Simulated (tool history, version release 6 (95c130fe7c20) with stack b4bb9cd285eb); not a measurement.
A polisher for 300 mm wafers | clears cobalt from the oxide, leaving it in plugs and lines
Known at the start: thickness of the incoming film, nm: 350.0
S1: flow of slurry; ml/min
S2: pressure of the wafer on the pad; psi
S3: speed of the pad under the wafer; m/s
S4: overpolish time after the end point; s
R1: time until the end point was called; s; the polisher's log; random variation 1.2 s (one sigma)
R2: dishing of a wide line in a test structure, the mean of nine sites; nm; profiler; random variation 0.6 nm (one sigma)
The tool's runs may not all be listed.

run 1 hour=0.0 | S1=300 S2=1.5 S3=1.16 S4=11 | R1=66.821 R2=39.572
run 2 hour=1.0 | S1=300 S2=1.7 S3=1.16 S4=11 | R1=59.350 R2=42.194
run 3 hour=3.8 | S1=300 S2=1.6 S3=1.16 S4=10 | R1=62.593 R2=39.089
run 4 hour=9.8 | S1=300 S2=1.6 S3=1.16 S4=13 | R1=60.689 R2=46.969
run 5 hour=15.8 | S1=300 S2=1.6 S3=1.16 S4=12 | R1=61.082 R2=44.365
run 6 hour=19.1 | S1=300 S2=1.6 S3=1.16 S4=14 | R1=60.973 R2=45.482
run 7 hour=20.0 | S1=300 S2=1.6 S3=1.14 S4=12 | R1=63.947 R2=43.687
run 8 hour=24.4 | S1=300 S2=1.6 S3=1.14 S4=12 | R1=63.526 R2=43.406

Run 9 comes next. What will it give?
run 9 hour=26.3 | S1=300 S2=1.6 S3=1.14 S4=11 | R1=? R2=?

{"run 9": {"R1": 62.046, "R2": 40.405}}

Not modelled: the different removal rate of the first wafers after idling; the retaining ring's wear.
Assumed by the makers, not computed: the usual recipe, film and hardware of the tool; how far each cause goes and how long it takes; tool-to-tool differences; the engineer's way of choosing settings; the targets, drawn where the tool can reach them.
